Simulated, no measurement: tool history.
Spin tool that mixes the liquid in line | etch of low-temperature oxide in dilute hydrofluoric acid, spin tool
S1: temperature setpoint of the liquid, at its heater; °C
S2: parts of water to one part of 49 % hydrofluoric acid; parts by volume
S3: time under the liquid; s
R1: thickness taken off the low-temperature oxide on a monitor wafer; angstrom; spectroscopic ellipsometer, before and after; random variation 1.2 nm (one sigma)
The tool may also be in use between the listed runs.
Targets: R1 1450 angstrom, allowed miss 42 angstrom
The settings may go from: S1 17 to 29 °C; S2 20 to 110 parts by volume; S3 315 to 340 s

run	day	S1	S2	S3	R1
1	0	21	60	315	539.38
2	0.188	22.5	55	315	642.74
3	0.342	22.5	40	315	899.8
4	0.446	23.5	40	315	949.22
5	0.758	23.5	30	315	1257.2
6	1.058	24	30	315	1304.9
7	1.408	24.5	30	315	1324.4
8	1.638	25	30	315	1338.8
9	1.775	25.5	30	315	1364.9
10	1.892	26	30	315	1399.2

5 next moves are on the table. One of them brings every result within its allowed miss. Which?
A	2.008	25.5	30	330	?
B	2.008	23.5	25	315	?
C	2.008	26	30	340	?
D	2.008	26.5	30	340	?
E	2.008	28.5	30	315	?

move	R1
A	1446.9
B	1534.9
C	1521.8
D	1553.5
E	1561.5
A: meets every target
B: takes the result that was furthest off past its target
C: takes the result that was furthest off past its target
D: takes the result that was furthest off past its target
E: takes the result that was furthest off past its target
The right move is A.
